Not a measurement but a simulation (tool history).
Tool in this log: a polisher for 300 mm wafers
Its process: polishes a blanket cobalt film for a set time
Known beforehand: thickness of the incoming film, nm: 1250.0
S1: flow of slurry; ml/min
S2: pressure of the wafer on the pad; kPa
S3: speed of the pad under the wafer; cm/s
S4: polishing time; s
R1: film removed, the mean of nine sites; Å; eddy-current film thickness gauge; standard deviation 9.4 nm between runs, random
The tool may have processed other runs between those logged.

| run | hour | S1 | S2 | S3 | S4 | R1 |
|---|---|---|---|---|---|---|
| 1 | 0.0 | 170 | 17.2 | 104 | 83 | 4606.2 |
| 2 | 8.8 | 170 | 18.6 | 104 | 83 | 4965.8 |
| 3 | 17.8 | 170 | 18.6 | 114 | 83 | 5354.7 |
| 4 | 26.5 | 190 | 18.6 | 114 | 83 | 5360.5 |
| 5 | 27.1 | 190 | 18.6 | 126 | 83 | 5819.7 |
| 6 | 34.7 | 175 | 18.6 | 126 | 83 | 5789.0 |
| 7 | 35.6 | 175 | 19.3 | 126 | 83 | 5923.0 |

What does the tool deliver on the next run?
| 8 | 37.0 | 175 | 20.0 | 126 | 83 | ? |

Run 8 produced R1 6180.6 Å.
